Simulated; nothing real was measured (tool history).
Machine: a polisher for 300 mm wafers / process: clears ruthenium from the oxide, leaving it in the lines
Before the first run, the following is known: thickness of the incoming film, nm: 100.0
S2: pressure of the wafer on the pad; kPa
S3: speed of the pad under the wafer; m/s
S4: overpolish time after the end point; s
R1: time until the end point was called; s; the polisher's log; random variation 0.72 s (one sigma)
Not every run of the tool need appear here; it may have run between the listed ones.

run 1 hour=0 | flow_of_slurry_(ml/min)=310 S2=16.5 S3=0.86 S4=38 | R1=102.29
run 2 hour=6.9 | flow_of_slurry_(ml/min)=310 S2=17.2 S3=0.86 S4=38 | R1=100.53
run 3 hour=13.4 | flow_of_slurry_(ml/min)=380 S2=17.2 S3=0.86 S4=38 | R1=99.121
run 4 hour=15.4 | flow_of_slurry_(ml/min)=380 S2=17.9 S3=0.86 S4=38 | R1=94.463
run 5 hour=17.6 | flow_of_slurry_(ml/min)=380 S2=17.9 S3=0.72 S4=38 | R1=109.18
run 6 hour=24.3 | flow_of_slurry_(ml/min)=380 S2=19.3 S3=0.72 S4=38 | R1=100.87
run 7 hour=32.6 | flow_of_slurry_(ml/min)=380 S2=20 S3=0.72 S4=38 | R1=97.174
run 8 hour=35.5 | flow_of_slurry_(ml/min)=380 S2=20.7 S3=0.72 S4=38 | R1=95.286
run 9 hour=41.1 | flow_of_slurry_(ml/min)=380 S2=20.7 S3=0.72 S4=38 | R1=93.941
run 10 hour=45.1 | flow_of_slurry_(ml/min)=380 S2=21.4 S3=0.72 S4=38 | R1=92.164
run 11 hour=51.5 | flow_of_slurry_(ml/min)=380 S2=22.1 S3=0.72 S4=38 | R1=90.555

For run 12, what comes out?
run 12 hour=59.5 | flow_of_slurry_(ml/min)=380 S2=22.8 S3=0.72 S4=38 | R1=?

For run 12 the tool returned R1 87.621 s.

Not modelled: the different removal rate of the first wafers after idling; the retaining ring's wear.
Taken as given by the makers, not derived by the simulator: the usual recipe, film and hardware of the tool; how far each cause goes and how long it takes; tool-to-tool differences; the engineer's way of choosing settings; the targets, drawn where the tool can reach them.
